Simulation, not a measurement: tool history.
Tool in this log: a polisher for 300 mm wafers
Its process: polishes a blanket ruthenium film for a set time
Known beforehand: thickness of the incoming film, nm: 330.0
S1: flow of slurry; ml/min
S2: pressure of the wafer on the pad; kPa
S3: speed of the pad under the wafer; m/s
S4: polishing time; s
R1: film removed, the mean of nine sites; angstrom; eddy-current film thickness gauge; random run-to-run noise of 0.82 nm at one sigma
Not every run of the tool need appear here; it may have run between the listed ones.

run 1 hour=0.0 | S1=185 S2=18.6 S3=0.88 S4=66 | R1=852.91
run 2 hour=2.4 | S1=185 S2=17.2 S3=0.88 S4=66 | R1=836.48
run 3 hour=10.5 | S1=185 S2=17.2 S3=0.72 S4=66 | R1=689.63
run 4 hour=19.6 | S1=185 S2=16.5 S3=0.72 S4=66 | R1=653.55
run 5 hour=26.2 | S1=215 S2=16.5 S3=0.72 S4=66 | R1=696.43
run 6 hour=34.5 | S1=205 S2=15.9 S3=0.72 S4=66 | R1=654.43
run 7 hour=36.5 | S1=200 S2=15.2 S3=0.72 S4=66 | R1=645.07

The next listed run, before its measurement:
run 8 hour=37.5 | S1=195 S2=14.5 S3=0.72 S4=66 | R1=?

Run 8 produced R1 632.49 angstrom.
